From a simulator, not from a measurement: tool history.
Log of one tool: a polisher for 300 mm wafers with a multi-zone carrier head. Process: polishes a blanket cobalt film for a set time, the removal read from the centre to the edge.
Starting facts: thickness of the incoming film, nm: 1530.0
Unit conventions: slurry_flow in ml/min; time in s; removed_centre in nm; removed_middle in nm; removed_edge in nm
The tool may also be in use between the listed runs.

run    day  slurry_flow  centre_zone  middle_zone  edge_zone  time  removed_centre  removed_middle  removed_edge
  1      0          185            1            1          1    70          346.01          326.54        342.46
  2  0.246          185            1            1       1.03    70          346.68          324.57        345.21
  3  0.525          185            1         1.07       1.03    70          343.64             344        348.57
  4  0.762          185         1.04         1.07       1.03    70          352.56          350.14        346.21
  5  0.854          175         1.02         1.09       0.99    61          307.91          306.05         295.5
  6  1.067          170         0.98         1.11       0.96    56          264.62          281.06        266.21
  7  1.338          165         0.96         1.11       0.92    53          244.64          270.25        244.81
  8  1.488          155         0.94         1.09       0.89    52          225.73           247.2        238.82

What will run 9 give?
  9  1.846          155         0.95          1.1       0.87    51               ?               ?             ?

Run 9 yielded removed_centre 228.74 nm, removed_middle 250.11 nm, removed_edge 230.42 nm.
